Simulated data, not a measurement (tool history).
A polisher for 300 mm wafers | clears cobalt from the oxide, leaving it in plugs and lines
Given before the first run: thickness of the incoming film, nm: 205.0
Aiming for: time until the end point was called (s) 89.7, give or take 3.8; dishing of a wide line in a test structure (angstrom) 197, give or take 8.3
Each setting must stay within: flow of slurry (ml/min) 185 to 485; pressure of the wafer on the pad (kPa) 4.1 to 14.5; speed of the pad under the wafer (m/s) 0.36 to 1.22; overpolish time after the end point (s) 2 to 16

run  hour  flow of slurry (ml/min)  pressure of the wafer on the pad (kPa)  speed of the pad under the wafer (m/s)  overpolish time after the end point (s)  time until the end point was called (s)  dishing of a wide line in a test structure (angstrom)
  1     0                      310                                       9                                    0.78                                        8                                   115.08                                                 125.38
  2   6.1                      310                                     9.7                                    0.78                                        8                                   106.61                                                 134.46
  3   8.8                      370                                     9.7                                    0.78                                        8                                   104.68                                                 135.72
  4  11.9                      305                                     9.7                                    0.78                                        8                                    105.4                                                 136.22
  5  18.9                      235                                     9.7                                    0.78                                        8                                   108.96                                                 127.92
  6    24                      235                                     9.7                                    0.84                                        8                                   102.56                                                    137
  7  31.9                      240                                    10.3                                    0.84                                        9                                   95.258                                                 163.98
  8  38.8                      245                                    10.3                                    0.84                                        9                                   93.467                                                 159.75

Which of these 5 next moves meets every target?
  A  45.7                      265                                       9                                     0.9                                       11                                        ?                                                      ?
  B  45.7                      265                                    11.7                                    0.86                                       10                                        ?                                                      ?
  C  45.7                      405                                       9                                    0.96                                       11                                        ?                                                      ?
  D  45.7                      275                                     9.7                                    0.82                                       11                                        ?                                                      ?
  E  45.7                      275                                      11                                    0.72                                       11                                        ?                                                      ?

move  time until the end point was called (s)  dishing of a wide line in a test structure (angstrom)
   A                                   101.22                                                 179.36
   B                                   81.482                                                 196.69
   C                                   91.484                                                 193.83
   D                                   102.69                                                 177.36
   E                                   102.29                                                 177.91
A: nearer the targets than the last run, but a result is still out of spec
B: puts the biggest miss on target and leaves a different result outside tolerance
C: in spec on every target
D: nearer the targets than the last run, but a result is still out of spec
E: nearer the targets than the last run, but a result is still out of spec
Answer: C
